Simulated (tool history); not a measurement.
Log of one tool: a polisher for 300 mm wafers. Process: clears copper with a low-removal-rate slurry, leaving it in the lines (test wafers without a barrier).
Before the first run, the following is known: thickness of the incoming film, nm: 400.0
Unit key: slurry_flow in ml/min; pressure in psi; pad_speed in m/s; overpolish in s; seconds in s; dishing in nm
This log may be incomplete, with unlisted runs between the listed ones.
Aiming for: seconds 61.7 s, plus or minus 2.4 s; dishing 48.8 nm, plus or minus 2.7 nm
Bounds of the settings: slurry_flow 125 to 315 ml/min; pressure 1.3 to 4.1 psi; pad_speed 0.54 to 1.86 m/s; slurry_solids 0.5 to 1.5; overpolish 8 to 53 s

run 1 hour=0 | slurry_flow=205 pressure=2.7 pad_speed=1.18 slurry_solids=1 overpolish=27 | seconds=104.64 dishing=58.73
run 2 hour=5.9 | slurry_flow=205 pressure=2.1 pad_speed=1.18 slurry_solids=1 overpolish=27 | seconds=130.23 dishing=49.192
run 3 hour=10.2 | slurry_flow=210 pressure=2.7 pad_speed=1.22 slurry_solids=1 overpolish=21 | seconds=100.92 dishing=50.443
run 4 hour=13.8 | slurry_flow=220 pressure=3.1 pad_speed=1.24 slurry_solids=1 overpolish=17 | seconds=87.225 dishing=48.256
run 5 hour=15.9 | slurry_flow=220 pressure=3.1 pad_speed=1.24 slurry_solids=1.2 overpolish=17 | seconds=83.523 dishing=50.686
run 6 hour=25 | slurry_flow=220 pressure=2.8 pad_speed=1.24 slurry_solids=1.2 overpolish=17 | seconds=91.849 dishing=45.998
run 7 hour=32.4 | slurry_flow=225 pressure=3.1 pad_speed=1.26 slurry_solids=1.2 overpolish=14 | seconds=82.445 dishing=41.863
run 8 hour=33.4 | slurry_flow=230 pressure=3.4 pad_speed=1.26 slurry_solids=1.2 overpolish=14 | seconds=77.466 dishing=46.576
run 9 hour=40.2 | slurry_flow=230 pressure=3.4 pad_speed=1.26 slurry_solids=1.2 overpolish=14 | seconds=74.529 dishing=46.121
run 10 hour=48.7 | slurry_flow=235 pressure=3.6 pad_speed=1.26 slurry_solids=1.2 overpolish=14 | seconds=73.367 dishing=49.376
run 11 hour=55.8 | slurry_flow=235 pressure=3.8 pad_speed=1.28 slurry_solids=1.2 overpolish=13 | seconds=68.32 dishing=48.283

Consider the 5 candidate settings below. Which is the only one whose results all fall within their allowed miss of target?
run A hour=62.9 | slurry_flow=235 pressure=4 pad_speed=1.32 slurry_solids=1.25 overpolish=12 | seconds=? dishing=?
run B hour=62.9 | slurry_flow=235 pressure=3.8 pad_speed=1.38 slurry_solids=1 overpolish=14 | seconds=? dishing=?
run C hour=62.9 | slurry_flow=280 pressure=3.3 pad_speed=1.4 slurry_solids=1.35 overpolish=16 | seconds=? dishing=?
run D hour=62.9 | slurry_flow=265 pressure=3.6 pad_speed=1.3 slurry_solids=1.15 overpolish=14 | seconds=? dishing=?
run E hour=62.9 | slurry_flow=255 pressure=3.4 pad_speed=1.12 slurry_solids=1.1 overpolish=16 | seconds=? dishing=?

move=A seconds=63.108 dishing=48.854
move=B seconds=66.695 dishing=52.803
move=C seconds=70.444 dishing=55.725
move=D seconds=70.786 dishing=50.175
move=E seconds=83.982 dishing=48.518
A: hits every target within its allowed miss
B: moves toward the targets from the last run without getting all of them in spec
C: moves away from the targets compared with the last run
D: moves away from the targets compared with the last run
E: moves away from the targets compared with the last run
Answer: A
